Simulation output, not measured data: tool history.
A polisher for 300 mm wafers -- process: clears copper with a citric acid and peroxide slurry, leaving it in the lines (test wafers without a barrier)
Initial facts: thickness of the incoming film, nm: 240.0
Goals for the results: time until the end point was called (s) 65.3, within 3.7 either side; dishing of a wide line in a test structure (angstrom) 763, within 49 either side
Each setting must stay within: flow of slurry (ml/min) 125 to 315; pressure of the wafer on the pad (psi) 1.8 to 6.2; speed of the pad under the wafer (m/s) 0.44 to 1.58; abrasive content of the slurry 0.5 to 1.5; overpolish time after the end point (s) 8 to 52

run  hour  flow of slurry (ml/min)  pressure of the wafer on the pad (psi)  speed of the pad under the wafer (m/s)  abrasive content of the slurry  overpolish time after the end point (s)  time until the end point was called (s)  dishing of a wide line in a test structure (angstrom)
  1     0                      205                                       4                                       1                               1                                       26                                   78.573                                                  529.4
  2   4.9                      205                                       4                                       1                               1                                       18                                   79.232                                                 392.26
  3  10.5                      205                                       4                                       1                               1                                       25                                   80.396                                                  493.9
  4  19.4                      205                                       4                                       1                               1                                       36                                   77.771                                                 687.31
  5  25.4                      205                                       4                                       1                            0.85                                       36                                   82.225                                                 673.71
  6  32.1                      205                                     4.3                                       1                            0.85                                       35                                   79.065                                                 681.78
  7  33.6                      205                                     4.6                                       1                            0.85                                       34                                   72.346                                                  690.2
  8  35.8                      205                                     4.7                                       1                            0.85                                       34                                   72.977                                                 704.63
  9  40.4                      205                                     4.7                                       1                            0.85                                       34                                   71.848                                                 715.81
 10  49.3                      205                                     4.8                                       1                            0.85                                       34                                   70.261                                                 725.64

4 next moves are on the table. One of them brings every result within its allowed miss. Which?
  A  58.2                      290                                     5.6                                    1.04                             0.6                                       26                                        ?                                                      ?
  B  58.2                      170                                     5.7                                    0.86                             0.6                                       36                                        ?                                                      ?
  C  58.2                      195                                     4.7                                     0.9                            1.05                                       34                                        ?                                                      ?
  D  58.2                      165                                     4.6                                    1.24                            0.75                                       34                                        ?                                                      ?

move  time until the end point was called (s)  dishing of a wide line in a test structure (angstrom)
   A                                   61.746                                                  680.8
   B                                   75.339                                                 747.65
   C                                   73.874                                                 717.16
   D                                    65.88                                                 774.24
A: brings the result that was furthest off to its target, and leaves another outside
B: misses by more than the last run did
C: misses by more than the last run did
D: meets every target
So the answer is move D, the one that meets all the targets.
